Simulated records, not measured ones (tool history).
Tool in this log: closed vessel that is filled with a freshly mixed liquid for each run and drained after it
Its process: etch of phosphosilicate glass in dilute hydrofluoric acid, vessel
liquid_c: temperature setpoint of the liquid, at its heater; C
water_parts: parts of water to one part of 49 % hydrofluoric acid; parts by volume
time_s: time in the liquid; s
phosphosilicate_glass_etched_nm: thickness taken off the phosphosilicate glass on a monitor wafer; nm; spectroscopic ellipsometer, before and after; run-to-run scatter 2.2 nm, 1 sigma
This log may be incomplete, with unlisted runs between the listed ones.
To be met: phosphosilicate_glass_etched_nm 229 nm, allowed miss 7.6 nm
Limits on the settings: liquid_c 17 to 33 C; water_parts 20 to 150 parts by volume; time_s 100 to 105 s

| run | day | liquid_c | water_parts | time_s | phosphosilicate_glass_etched_nm |
|---|---|---|---|---|---|
| 1 | 0 | 25 | 85 | 100 | 105.15 |
| 2 | 0.271 | 25 | 85 | 100 | 105.09 |
| 3 | 0.362 | 27.5 | 70 | 100 | 144.64 |
| 4 | 0.75 | 29 | 65 | 100 | 165.92 |
| 5 | 0.804 | 30 | 60 | 100 | 188.24 |
| 6 | 0.992 | 26.5 | 60 | 100 | 164.69 |
| 7 | 1.071 | 28.5 | 55 | 100 | 192.98 |
| 8 | 1.188 | 30 | 55 | 100 | 209.15 |
| 9 | 1.554 | 30.5 | 55 | 100 | 209.15 |
| 10 | 1.654 | 31 | 55 | 100 | 214.93 |

Which one of the following 5 next-run settings gets every result inside its allowed miss? There is exactly one.
| A | 1.754 | 27 | 45 | 100 | ? |
| B | 1.754 | 27.5 | 45 | 105 | ? |
| C | 1.754 | 31 | 50 | 105 | ? |
| D | 1.754 | 32.5 | 50 | 100 | ? |
| E | 1.754 | 33 | 55 | 105 | ? |

| move | phosphosilicate_glass_etched_nm |
|---|---|
| A | 223.21 |
| B | 239.16 |
| C | 245.67 |
| D | 248.02 |
| E | 239.56 |
A: in spec on every target
B: the result that was furthest off in the last run now lies on the other side of its target
C: the result that was furthest off in the last run now lies on the other side of its target
D: the result that was furthest off in the last run now lies on the other side of its target
E: the result that was furthest off in the last run now lies on the other side of its target
Move A is the one to make.
